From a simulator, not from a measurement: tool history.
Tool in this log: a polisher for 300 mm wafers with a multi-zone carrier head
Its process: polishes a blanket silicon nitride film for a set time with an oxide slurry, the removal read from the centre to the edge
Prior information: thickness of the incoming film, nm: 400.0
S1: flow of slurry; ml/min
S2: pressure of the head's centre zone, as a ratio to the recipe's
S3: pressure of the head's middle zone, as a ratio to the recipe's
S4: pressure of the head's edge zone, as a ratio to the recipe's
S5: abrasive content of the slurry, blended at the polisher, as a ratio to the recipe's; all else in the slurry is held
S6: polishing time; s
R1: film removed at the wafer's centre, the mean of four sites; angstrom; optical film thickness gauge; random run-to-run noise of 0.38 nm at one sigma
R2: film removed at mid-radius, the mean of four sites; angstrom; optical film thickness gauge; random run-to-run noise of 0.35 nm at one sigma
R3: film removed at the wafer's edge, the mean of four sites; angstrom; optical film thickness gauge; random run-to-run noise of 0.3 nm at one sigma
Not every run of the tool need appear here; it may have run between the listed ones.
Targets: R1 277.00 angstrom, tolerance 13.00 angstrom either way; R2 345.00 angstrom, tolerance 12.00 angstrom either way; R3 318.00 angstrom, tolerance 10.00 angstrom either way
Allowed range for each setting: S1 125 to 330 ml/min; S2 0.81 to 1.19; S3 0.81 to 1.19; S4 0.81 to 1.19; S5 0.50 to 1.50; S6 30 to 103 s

run,day,S1,S2,S3,S4,S5,S6,R1,R2,R3
1,0.000,210,1.00,1.00,1.00,1.00,66,333.68,330.01,326.56
2,0.150,210,0.93,1.00,1.00,1.00,66,304.07,328.44,326.56
3,0.500,260,0.93,1.00,1.00,1.00,66,320.89,347.51,339.33
4,0.833,260,0.93,1.00,1.00,1.10,66,332.59,353.34,345.84
5,0.975,280,0.93,1.00,1.00,1.10,66,334.79,356.97,355.28
6,1.096,280,0.93,1.00,1.00,1.10,51,257.99,270.12,274.42
7,1.225,280,0.93,1.00,1.00,1.10,51,256.44,277.68,273.08
8,1.567,285,0.92,1.04,1.03,1.15,51,256.08,281.45,283.22
9,1.879,290,0.91,1.07,1.02,1.25,52,262.41,306.02,289.12
10,2.188,295,0.91,1.09,1.03,1.30,52,268.07,315.42,293.64
11,2.350,295,0.91,1.09,1.03,1.30,52,266.23,314.42,295.94
12,2.600,300,0.91,1.10,1.04,1.35,52,273.75,320.21,292.32
13,2.796,300,0.89,1.10,1.05,1.40,53,280.77,329.40,309.83

Next run, 5 choices. One meets every target within its allowed miss, the rest don't. Which?
A,2.992,295,0.88,1.14,1.08,1.45,53,?,?,?
B,2.992,315,0.84,1.19,1.00,1.40,55,?,?,?
C,2.992,305,0.95,0.96,0.97,1.30,54,?,?,?
D,2.992,310,0.92,1.19,1.02,1.45,52,?,?,?
E,2.992,330,0.92,1.12,0.97,1.45,52,?,?,?

move,R1,R2,R3
A,280.04,341.61,318.30
B,277.79,365.79,316.84
C,299.40,299.23,300.24
D,289.01,348.33,304.90
E,291.33,335.44,299.57
A: all results land within tolerance of their targets
B: takes the biggest miss from the last run beyond its target
C: misses by more than the last run did
D: the worst result of the last run now meets its target, but another is out of spec
E: the worst result of the last run now meets its target, but another is out of spec
The right move is A.
